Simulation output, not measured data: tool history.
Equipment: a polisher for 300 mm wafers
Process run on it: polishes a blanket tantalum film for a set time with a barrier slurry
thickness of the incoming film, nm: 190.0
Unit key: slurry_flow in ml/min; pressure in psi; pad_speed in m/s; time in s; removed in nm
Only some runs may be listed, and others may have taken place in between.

run  hour  slurry_flow  pressure  pad_speed  slurry_solids  time  removed
  1   0.0          185       1.9       1.20            1.0    21   38.038
  2   6.9          185       1.7       1.18            1.0    21   33.750
  3  14.0          185       1.7       1.18            1.0    21   33.728
  4  15.7          185       1.7       1.02            1.0    21   29.864
  5  24.4          185       1.7       1.02            1.0    21   29.275
  6  33.1          225       1.7       1.02            1.0    21   29.396
  7  35.1          225       1.6       1.02            1.0    21   28.584

Run 8 is up next; what results do you expect?
  8  36.9          225       1.5       1.02            1.0    21        ?

{"run 8": {"removed": 26.658}}
